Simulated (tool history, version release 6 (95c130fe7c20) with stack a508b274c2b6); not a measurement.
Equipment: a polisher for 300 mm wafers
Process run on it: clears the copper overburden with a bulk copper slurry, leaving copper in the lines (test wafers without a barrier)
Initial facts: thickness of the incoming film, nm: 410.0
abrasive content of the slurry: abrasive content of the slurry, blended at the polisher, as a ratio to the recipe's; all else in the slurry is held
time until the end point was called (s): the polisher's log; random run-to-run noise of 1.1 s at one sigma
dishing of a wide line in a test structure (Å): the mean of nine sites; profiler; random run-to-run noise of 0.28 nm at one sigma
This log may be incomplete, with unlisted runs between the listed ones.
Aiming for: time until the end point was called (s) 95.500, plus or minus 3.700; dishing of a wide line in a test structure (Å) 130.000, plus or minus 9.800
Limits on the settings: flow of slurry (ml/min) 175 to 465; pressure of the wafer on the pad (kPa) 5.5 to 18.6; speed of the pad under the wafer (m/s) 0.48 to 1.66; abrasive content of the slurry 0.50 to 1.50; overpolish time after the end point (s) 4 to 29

run   hour  flow of slurry (ml/min)  pressure of the wafer on the pad (kPa)  speed of the pad under the wafer (m/s)  abrasive content of the slurry  overpolish time after the end point (s)  time until the end point was called (s)  dishing of a wide line in a test structure (Å)
  1    0.0                      295                                    11.7                                    1.06                            1.00                                       15                                   76.443                                         375.300
  2    8.2                      295                                     9.7                                    1.06                            1.00                                       15                                   91.919                                         349.830
  3   13.2                      295                                     9.7                                    0.84                            1.00                                       15                                  109.440                                         301.030
  4   15.5                      305                                     9.7                                    0.80                            1.05                                       14                                  112.500                                         297.260
  5   24.1                      305                                     9.7                                    0.80                            1.15                                       14                                  110.490                                         301.030
  6   27.0                      305                                     9.7                                    0.80                            1.30                                       14                                  108.920                                         301.370
  7   30.0                      290                                    10.3                                    0.78                            1.25                                       13                                  105.510                                         292.070
  8   35.7                      275                                    11.0                                    0.74                            1.20                                       12                                  105.590                                         288.750
  9   43.5                      280                                    11.0                                    0.74                            1.25                                       11                                  103.330                                         270.170
 10   44.9                      280                                    11.0                                    0.74                            1.25                                       11                                  102.100                                         270.360
 11   49.4                      270                                    11.0                                    0.72                            1.30                                       10                                  103.360                                         244.650
 12   55.6                      260                                    10.3                                    0.78                            1.30                                        9                                  103.950                                         218.580
 13   63.1                      250                                    10.3                                    0.80                            1.30                                        8                                  103.160                                         214.240
 14   70.8                      240                                     9.7                                    0.86                            1.30                                        8                                  104.660                                         212.960
 15   76.1                      235                                     9.0                                    0.92                            1.30                                        8                                  107.050                                         206.420
 16   78.4                      230                                     8.3                                    0.98                            1.30                                        8                                  111.470                                         191.680
 17   80.1                      175                                     5.5                                    1.28                            1.05                                        4                                  145.290                                          85.336
 18   86.4                      190                                     5.5                                    1.30                            1.05                                        4                                  140.250                                          88.766
 19   91.3                      205                                     5.5                                    1.32                            1.05                                        4                                  139.100                                          90.734
 20   99.9                      210                                     5.5                                    1.34                            1.05                                        4                                  136.040                                          92.318
 21  101.9                      220                                     5.5                                    1.36                            1.05                                        4                                  133.860                                          97.047

Pick the move, out of 5, that brings all results within their allowed miss; only one does.
  A  103.9                      195                                     6.9                                    1.26                            1.30                                        4                                        ?                                               ?
  B  103.9                      220                                     6.2                                    1.62                            1.10                                        4                                        ?                                               ?
  C  103.9                      240                                     6.9                                    1.52                            1.20                                        4                                        ?                                               ?
  D  103.9                      185                                     8.3                                    1.44                            1.15                                        4                                        ?                                               ?
  E  103.9                      200                                     5.5                                    1.06                            1.20                                        8                                        ?                                               ?

move  time until the end point was called (s)  dishing of a wide line in a test structure (Å)
   A                                  111.510                                         110.590
   B                                  101.810                                         118.960
   C                                   94.377                                         127.470
   D                                   86.967                                         137.710
   E                                  159.780                                         144.310
A: nearer than the last run, and not there yet
B: nearer than the last run, and not there yet
C: every result lands within tolerance
D: pushes the last run's worst result past its target
E: moves away from the targets compared with the last run
The right move is C.
